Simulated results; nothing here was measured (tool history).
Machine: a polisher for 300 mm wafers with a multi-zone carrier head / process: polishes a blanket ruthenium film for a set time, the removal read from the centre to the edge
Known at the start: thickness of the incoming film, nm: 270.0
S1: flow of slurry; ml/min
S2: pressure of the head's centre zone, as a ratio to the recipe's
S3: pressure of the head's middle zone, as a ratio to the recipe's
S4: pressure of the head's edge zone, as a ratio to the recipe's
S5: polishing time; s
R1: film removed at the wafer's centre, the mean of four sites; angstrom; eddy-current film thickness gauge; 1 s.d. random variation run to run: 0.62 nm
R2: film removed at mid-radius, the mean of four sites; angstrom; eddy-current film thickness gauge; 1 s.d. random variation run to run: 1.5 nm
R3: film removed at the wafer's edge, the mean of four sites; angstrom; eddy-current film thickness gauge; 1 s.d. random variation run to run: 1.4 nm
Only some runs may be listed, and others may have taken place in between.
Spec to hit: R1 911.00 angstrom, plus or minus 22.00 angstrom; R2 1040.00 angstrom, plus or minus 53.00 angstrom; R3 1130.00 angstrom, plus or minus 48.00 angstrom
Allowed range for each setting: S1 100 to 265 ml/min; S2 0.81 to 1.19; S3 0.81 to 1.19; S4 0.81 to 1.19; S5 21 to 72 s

run,hour,S1,S2,S3,S4,S5,R1,R2,R3
1,0.0,170,1.00,1.00,1.00,46,848.64,775.49,752.30
2,4.6,170,1.06,1.00,1.00,46,880.38,776.74,756.67
3,8.1,170,1.11,1.00,1.00,46,924.61,762.96,758.44
4,13.7,170,1.19,1.00,1.00,46,986.04,761.71,774.51
5,21.7,145,1.06,1.00,1.07,51,941.05,814.55,849.12
6,24.2,145,1.06,0.91,1.07,51,941.64,765.06,858.50
7,25.2,140,0.96,1.01,1.17,64,1081.00,1064.50,1106.30
8,32.4,125,0.91,1.00,1.18,65,997.45,1046.20,1122.10
9,40.9,115,0.89,1.00,1.18,65,951.04,995.92,1081.30

Next run, 5 choices. One meets every target within its allowed miss, the rest don't. Which?
A,49.4,100,0.88,0.86,1.19,68,?,?,?
B,49.4,115,0.89,1.01,1.19,66,?,?,?
C,49.4,100,0.90,0.95,1.11,68,?,?,?
D,49.4,115,0.84,0.94,1.19,62,?,?,?
E,49.4,105,0.83,1.02,1.19,68,?,?,?

move,R1,R2,R3
A,937.84,868.72,1096.00
B,970.34,1008.70,1094.50
C,958.59,943.57,1056.00
D,862.67,892.23,1029.10
E,905.82,1018.90,1105.90
A: further off than the last run
B: further off than the last run
C: further off than the last run
D: takes the result that was furthest off past its target
E: all results land within tolerance of their targets
Correct choice: E, which meets every target

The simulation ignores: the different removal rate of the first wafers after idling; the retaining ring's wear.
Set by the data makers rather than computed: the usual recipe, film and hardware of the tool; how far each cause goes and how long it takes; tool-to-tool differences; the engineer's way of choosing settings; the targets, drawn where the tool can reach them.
